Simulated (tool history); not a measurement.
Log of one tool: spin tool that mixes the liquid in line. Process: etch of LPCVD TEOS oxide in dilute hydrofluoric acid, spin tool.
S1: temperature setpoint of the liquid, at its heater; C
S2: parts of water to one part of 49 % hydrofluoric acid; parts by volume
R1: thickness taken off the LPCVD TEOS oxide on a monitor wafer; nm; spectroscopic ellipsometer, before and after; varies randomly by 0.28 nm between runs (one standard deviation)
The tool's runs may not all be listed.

Run 1, hour 0: S1 21 C, S2 60 parts by volume, time under the liquid (s) 15. Result: R1 9.3128 nm.
Run 2, hour 6.7: S1 21 C, S2 45 parts by volume, time under the liquid (s) 15. Result: R1 12.551 nm.
Run 3, hour 15.4: S1 23 C, S2 40 parts by volume, time under the liquid (s) 15. Result: R1 15.406 nm.
Run 4, hour 19.8: S1 23 C, S2 30 parts by volume, time under the liquid (s) 15. Result: R1 20.949 nm.
Run 5, hour 25: S1 24.5 C, S2 30 parts by volume, time under the liquid (s) 15. Result: R1 21.715 nm.
Run 6, hour 28.9: S1 22.5 C, S2 30 parts by volume, time under the liquid (s) 15. Result: R1 20.486 nm.
Run 7, hour 30.4: S1 24 C, S2 30 parts by volume, time under the liquid (s) 15. Result: R1 21.889 nm.

What will run 8 give?
Run 8, hour 35.8: S1 28 C, S2 25 parts by volume, time under the liquid (s) 15. Result: R1 ?.

{"run 8": {"R1": 30.647}}
